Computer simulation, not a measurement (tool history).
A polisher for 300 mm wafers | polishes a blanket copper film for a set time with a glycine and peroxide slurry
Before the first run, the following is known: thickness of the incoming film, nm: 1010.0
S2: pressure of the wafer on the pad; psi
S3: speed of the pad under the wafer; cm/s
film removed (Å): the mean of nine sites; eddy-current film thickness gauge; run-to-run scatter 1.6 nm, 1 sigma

{"run": 1, "hour": 0.0, "flow of slurry (ml/min)": 150, "S2": 3.0, "S3": 100, "polishing time (s)": 31, "film removed (Å)": 2135.5}
{"run": 2, "hour": 8.0, "flow of slurry (ml/min)": 150, "S2": 3.0, "S3": 118, "polishing time (s)": 31, "film removed (Å)": 2434.8}
{"run": 3, "hour": 10.2, "flow of slurry (ml/min)": 150, "S2": 2.6, "S3": 112, "polishing time (s)": 31, "film removed (Å)": 2084.5}
{"run": 4, "hour": 17.3, "flow of slurry (ml/min)": 150, "S2": 2.3, "S3": 108, "polishing time (s)": 31, "film removed (Å)": 1863.2}
{"run": 5, "hour": 21.6, "flow of slurry (ml/min)": 150, "S2": 2.1, "S3": 104, "polishing time (s)": 31, "film removed (Å)": 1653.0}
{"run": 6, "hour": 25.4, "flow of slurry (ml/min)": 150, "S2": 2.1, "S3": 92, "polishing time (s)": 31, "film removed (Å)": 1535.6}
{"run": 7, "hour": 31.1, "flow of slurry (ml/min)": 150, "S2": 2.0, "S3": 92, "polishing time (s)": 31, "film removed (Å)": 1477.1}

Run 8, settings as shown, results not yet in. Your forecast:
{"run": 8, "hour": 39.0, "flow of slurry (ml/min)": 150, "S2": 1.9, "S3": 92, "polishing time (s)": 31, "film removed (Å)": "?"}

film removed (Å): 1415.7
